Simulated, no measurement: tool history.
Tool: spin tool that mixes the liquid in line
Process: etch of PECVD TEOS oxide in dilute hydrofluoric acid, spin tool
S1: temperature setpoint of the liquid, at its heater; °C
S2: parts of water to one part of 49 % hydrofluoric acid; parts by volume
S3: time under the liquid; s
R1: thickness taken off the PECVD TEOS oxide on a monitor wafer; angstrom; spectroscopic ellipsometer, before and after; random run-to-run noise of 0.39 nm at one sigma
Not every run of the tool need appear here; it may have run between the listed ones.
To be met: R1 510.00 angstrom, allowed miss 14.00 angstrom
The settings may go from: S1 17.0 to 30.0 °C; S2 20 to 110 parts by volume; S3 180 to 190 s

run,hour,S1,S2,S3,R1
1,0.0,22.0,60,180,611.06
2,4.4,21.0,60,180,571.73
3,9.9,23.5,60,180,649.26
4,17.0,23.5,40,180,990.23
5,22.4,21.5,45,180,802.36
6,25.8,20.0,50,180,680.17
7,26.9,19.0,50,180,649.90
8,32.2,18.5,50,180,621.44
9,40.5,18.0,50,180,627.83
10,43.6,17.5,50,180,602.82
11,45.9,17.0,55,180,539.39
12,52.6,17.0,60,180,489.61

Of the 4 settings listed for the next run, only one would bring every result within its allowed miss of target. Which one?
A,59.3,17.0,65,190,?
B,59.3,19.0,70,190,?
C,59.3,19.0,65,190,?
D,59.3,17.0,65,180,?

move,R1
A,475.41
B,478.10
C,517.83
D,450.39
A: further off than the last run
B: further off than the last run
C: meets every target
D: further off than the last run
So the answer is move C, the one that meets all the targets.

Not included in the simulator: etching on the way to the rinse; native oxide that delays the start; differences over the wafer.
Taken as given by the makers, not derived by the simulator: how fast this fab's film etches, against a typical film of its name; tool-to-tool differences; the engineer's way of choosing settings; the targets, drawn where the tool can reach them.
